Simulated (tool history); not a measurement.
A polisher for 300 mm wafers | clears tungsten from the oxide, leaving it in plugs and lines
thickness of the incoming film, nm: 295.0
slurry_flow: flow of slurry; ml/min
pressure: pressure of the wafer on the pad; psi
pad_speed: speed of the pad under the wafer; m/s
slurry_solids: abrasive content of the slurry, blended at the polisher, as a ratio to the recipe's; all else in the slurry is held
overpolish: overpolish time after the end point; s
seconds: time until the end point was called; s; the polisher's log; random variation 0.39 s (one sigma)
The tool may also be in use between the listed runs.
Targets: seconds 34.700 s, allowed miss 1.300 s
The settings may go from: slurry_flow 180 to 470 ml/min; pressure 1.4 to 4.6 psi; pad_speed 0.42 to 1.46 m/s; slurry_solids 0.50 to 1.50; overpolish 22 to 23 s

{"run": 1, "hour": 0.0, "slurry_flow": 300, "pressure": 3.0, "pad_speed": 0.94, "slurry_solids": 1.0, "overpolish": 22, "seconds": 68.887}
{"run": 2, "hour": 5.2, "slurry_flow": 300, "pressure": 3.0, "pad_speed": 0.8, "slurry_solids": 1.0, "overpolish": 22, "seconds": 79.132}
{"run": 3, "hour": 14.0, "slurry_flow": 300, "pressure": 3.4, "pad_speed": 0.88, "slurry_solids": 1.0, "overpolish": 22, "seconds": 65.43}
{"run": 4, "hour": 18.7, "slurry_flow": 300, "pressure": 3.8, "pad_speed": 0.88, "slurry_solids": 1.0, "overpolish": 22, "seconds": 59.533}
{"run": 5, "hour": 19.8, "slurry_flow": 300, "pressure": 3.2, "pad_speed": 0.88, "slurry_solids": 1.0, "overpolish": 22, "seconds": 69.549}
{"run": 6, "hour": 24.6, "slurry_flow": 300, "pressure": 3.6, "pad_speed": 0.96, "slurry_solids": 1.0, "overpolish": 22, "seconds": 58.332}
{"run": 7, "hour": 25.2, "slurry_flow": 300, "pressure": 3.9, "pad_speed": 1.04, "slurry_solids": 1.0, "overpolish": 22, "seconds": 48.925}
{"run": 8, "hour": 29.0, "slurry_flow": 300, "pressure": 4.1, "pad_speed": 1.08, "slurry_solids": 1.0, "overpolish": 22, "seconds": 45.409}
{"run": 9, "hour": 36.4, "slurry_flow": 300, "pressure": 4.2, "pad_speed": 1.12, "slurry_solids": 1.0, "overpolish": 22, "seconds": 42.303}
{"run": 10, "hour": 39.8, "slurry_flow": 300, "pressure": 4.3, "pad_speed": 1.14, "slurry_solids": 1.0, "overpolish": 22, "seconds": 41.352}

Which of these 5 next moves meets every target?
{"run": "A", "hour": 43.2, "slurry_flow": 290, "pressure": 4.0, "pad_speed": 1.02, "slurry_solids": 1.25, "overpolish": 22, "seconds": "?"}
{"run": "B", "hour": 43.2, "slurry_flow": 280, "pressure": 3.6, "pad_speed": 1.24, "slurry_solids": 1.05, "overpolish": 22, "seconds": "?"}
{"run": "C", "hour": 43.2, "slurry_flow": 300, "pressure": 4.6, "pad_speed": 1.42, "slurry_solids": 0.8, "overpolish": 23, "seconds": "?"}
{"run": "D", "hour": 43.2, "slurry_flow": 310, "pressure": 4.6, "pad_speed": 1.26, "slurry_solids": 0.95, "overpolish": 22, "seconds": "?"}
{"run": "E", "hour": 43.2, "slurry_flow": 300, "pressure": 3.6, "pad_speed": 1.14, "slurry_solids": 1.0, "overpolish": 22, "seconds": "?"}

move=A seconds=47.488
move=B seconds=45.266
move=C seconds=32.412
move=D seconds=35.329
move=E seconds=49.013
A: further off than the last run
B: further off than the last run
C: takes the result that was furthest off past its target
D: meets every target
E: further off than the last run
The right move is D.
